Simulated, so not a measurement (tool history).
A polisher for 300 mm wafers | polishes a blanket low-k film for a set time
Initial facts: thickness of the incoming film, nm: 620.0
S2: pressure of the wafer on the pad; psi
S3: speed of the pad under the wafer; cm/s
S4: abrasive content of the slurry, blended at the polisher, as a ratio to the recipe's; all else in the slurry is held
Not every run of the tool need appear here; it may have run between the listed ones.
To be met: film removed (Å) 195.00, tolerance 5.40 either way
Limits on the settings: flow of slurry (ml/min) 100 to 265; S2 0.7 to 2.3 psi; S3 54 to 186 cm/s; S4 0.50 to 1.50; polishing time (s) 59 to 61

run 1 hour=0.0 | flow_of_slurry_(ml/min)=170 S2=1.5 S3=118 S4=1.00 polishing_time_(s)=59 | film_removed_(Å)=239.63
run 2 hour=3.1 | flow_of_slurry_(ml/min)=165 S2=1.4 S3=118 S4=1.00 polishing_time_(s)=59 | film_removed_(Å)=226.94
run 3 hour=7.7 | flow_of_slurry_(ml/min)=160 S2=1.3 S3=118 S4=1.00 polishing_time_(s)=59 | film_removed_(Å)=211.57
run 4 hour=8.7 | flow_of_slurry_(ml/min)=145 S2=1.3 S3=118 S4=1.00 polishing_time_(s)=59 | film_removed_(Å)=208.86
run 5 hour=13.6 | flow_of_slurry_(ml/min)=140 S2=1.3 S3=118 S4=1.00 polishing_time_(s)=59 | film_removed_(Å)=208.74
run 6 hour=21.3 | flow_of_slurry_(ml/min)=140 S2=1.3 S3=92 S4=1.00 polishing_time_(s)=59 | film_removed_(Å)=170.37
run 7 hour=22.4 | flow_of_slurry_(ml/min)=150 S2=1.4 S3=92 S4=1.00 polishing_time_(s)=59 | film_removed_(Å)=182.01
run 8 hour=29.1 | flow_of_slurry_(ml/min)=155 S2=1.4 S3=92 S4=1.00 polishing_time_(s)=59 | film_removed_(Å)=182.50

Consider the 4 candidate settings below. Which is the only one whose results all fall within their allowed miss of target?
run A hour=35.8 | flow_of_slurry_(ml/min)=170 S2=1.5 S3=94 S4=1.00 polishing_time_(s)=60 | film_removed_(Å)=?
run B hour=35.8 | flow_of_slurry_(ml/min)=175 S2=1.3 S3=82 S4=1.05 polishing_time_(s)=59 | film_removed_(Å)=?
run C hour=35.8 | flow_of_slurry_(ml/min)=165 S2=1.3 S3=80 S4=1.05 polishing_time_(s)=61 | film_removed_(Å)=?
run D hour=35.8 | flow_of_slurry_(ml/min)=130 S2=1.4 S3=102 S4=0.95 polishing_time_(s)=61 | film_removed_(Å)=?

move=A film_removed_(Å)=203.66
move=B film_removed_(Å)=166.41
move=C film_removed_(Å)=167.27
move=D film_removed_(Å)=195.36
A: takes the biggest miss from the last run beyond its target
B: misses by more than the last run did
C: misses by more than the last run did
D: every result lands within tolerance
The right move is D.
